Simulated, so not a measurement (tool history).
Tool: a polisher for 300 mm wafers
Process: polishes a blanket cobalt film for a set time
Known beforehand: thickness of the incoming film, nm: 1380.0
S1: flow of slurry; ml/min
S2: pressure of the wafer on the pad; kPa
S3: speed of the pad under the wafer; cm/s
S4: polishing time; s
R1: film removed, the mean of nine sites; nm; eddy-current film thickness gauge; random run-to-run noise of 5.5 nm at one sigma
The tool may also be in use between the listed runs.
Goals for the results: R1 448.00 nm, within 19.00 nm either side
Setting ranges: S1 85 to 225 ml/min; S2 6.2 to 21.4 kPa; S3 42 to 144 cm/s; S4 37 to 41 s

run  hour   S1    S2   S3  S4      R1
  1   0.0  145  13.8   92  41  227.78
  2   5.5  150  15.9   94  41  269.19
  3   7.9  180  15.9   94  41  269.23
  4  16.4  180  17.2   98  41  300.63
  5  21.1  180  17.2   98  41  312.47
  6  24.1  180  17.2  116  41  360.04
  7  25.1  180  17.9  116  41  381.73
  8  27.4  180  18.6  116  41  399.05
  9  31.0  180  19.3  116  41  406.39

Pick the move, out of 5, that brings all results within their allowed miss; only one does.
  A  34.6  145  17.9  140  41   ?
  B  34.6  175  20.0  144  39   ?
  C  34.6  185  21.4  128  41   ?
  D  34.6  195  20.7  134  41   ?
  E  34.6  185  18.6  112  37   ?

move      R1
   A  435.62
   B  486.12
   C  489.52
   D  498.96
   E  338.69
A: in spec on every target
B: pushes the last run's worst result past its target
C: pushes the last run's worst result past its target
D: pushes the last run's worst result past its target
E: the biggest miss grows against the last run
A meets every target.

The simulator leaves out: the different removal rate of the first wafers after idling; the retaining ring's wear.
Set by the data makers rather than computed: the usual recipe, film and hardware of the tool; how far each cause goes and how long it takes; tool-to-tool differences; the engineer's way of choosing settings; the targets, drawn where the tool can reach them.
